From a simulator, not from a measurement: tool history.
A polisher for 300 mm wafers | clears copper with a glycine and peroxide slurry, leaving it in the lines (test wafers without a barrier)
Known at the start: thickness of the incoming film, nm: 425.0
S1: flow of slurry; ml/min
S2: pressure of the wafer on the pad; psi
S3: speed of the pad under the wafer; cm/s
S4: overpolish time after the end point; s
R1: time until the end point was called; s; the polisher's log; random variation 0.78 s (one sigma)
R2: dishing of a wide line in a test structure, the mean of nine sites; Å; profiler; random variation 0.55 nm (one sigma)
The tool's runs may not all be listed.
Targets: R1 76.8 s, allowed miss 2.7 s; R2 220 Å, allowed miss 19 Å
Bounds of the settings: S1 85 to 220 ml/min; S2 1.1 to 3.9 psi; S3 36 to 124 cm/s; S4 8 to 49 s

run 1 hour=0 | S1=140 S2=2.5 S3=80 S4=25 | R1=109.13 R2=302.14
run 2 hour=6.7 | S1=125 S2=2.5 S3=80 S4=25 | R1=109.84 R2=302.16
run 3 hour=14 | S1=120 S2=2.7 S3=82 S4=22 | R1=102.55 R2=305.13
run 4 hour=19.5 | S1=95 S2=2.7 S3=82 S4=22 | R1=109.58 R2=287.64
run 5 hour=22 | S1=95 S2=2.8 S3=88 S4=19 | R1=96.946 R2=282.55
run 6 hour=23.2 | S1=95 S2=2.8 S3=88 S4=27 | R1=100.01 R2=320.34
run 7 hour=28.7 | S1=95 S2=2.8 S3=92 S4=23 | R1=94.469 R2=305.87
run 8 hour=33.7 | S1=95 S2=2.9 S3=94 S4=20 | R1=91.67 R2=288.6
run 9 hour=39.4 | S1=95 S2=2.9 S3=98 S4=18 | R1=86.985 R2=291.36
run 10 hour=47.3 | S1=95 S2=3 S3=98 S4=16 | R1=87.381 R2=283.89
run 11 hour=54 | S1=95 S2=3 S3=102 S4=14 | R1=81.945 R2=273.45
run 12 hour=62.3 | S1=95 S2=3 S3=104 S4=13 | R1=80.757 R2=275.64
run 13 hour=65 | S1=95 S2=3 S3=104 S4=12 | R1=81.853 R2=265.71
run 14 hour=70.7 | S1=95 S2=3 S3=106 S4=11 | R1=79.652 R2=254.02
run 15 hour=73.3 | S1=95 S2=2.9 S3=110 S4=10 | R1=79.606 R2=227.79
-- hour=81.5 head pressure recalibrated
run 16 hour=81.5 | S1=100 S2=2.9 S3=112 S4=9 | R1=84.323 R2=218.76
run 17 hour=85.5 | S1=100 S2=2.9 S3=114 S4=9 | R1=81.843 R2=216.06
run 18 hour=87.8 | S1=115 S2=3.1 S3=114 S4=10 | R1=76.104 R2=239.64

Which of these 4 next moves meets every target?
run A hour=90.1 | S1=90 S2=3 S3=118 S4=16 | R1=? R2=?
run B hour=90.1 | S1=120 S2=3.3 S3=108 S4=16 | R1=? R2=?
run C hour=90.1 | S1=125 S2=3.8 S3=90 S4=8 | R1=? R2=?
run D hour=90.1 | S1=150 S2=3.2 S3=104 S4=15 | R1=? R2=?

move=A R1=79.079 R2=279.82
move=B R1=74.139 R2=285.35
move=C R1=75.954 R2=219.12
move=D R1=75.644 R2=280.67
A: further off than the last run
B: further off than the last run
C: meets every target
D: further off than the last run
Move C is the one to make.

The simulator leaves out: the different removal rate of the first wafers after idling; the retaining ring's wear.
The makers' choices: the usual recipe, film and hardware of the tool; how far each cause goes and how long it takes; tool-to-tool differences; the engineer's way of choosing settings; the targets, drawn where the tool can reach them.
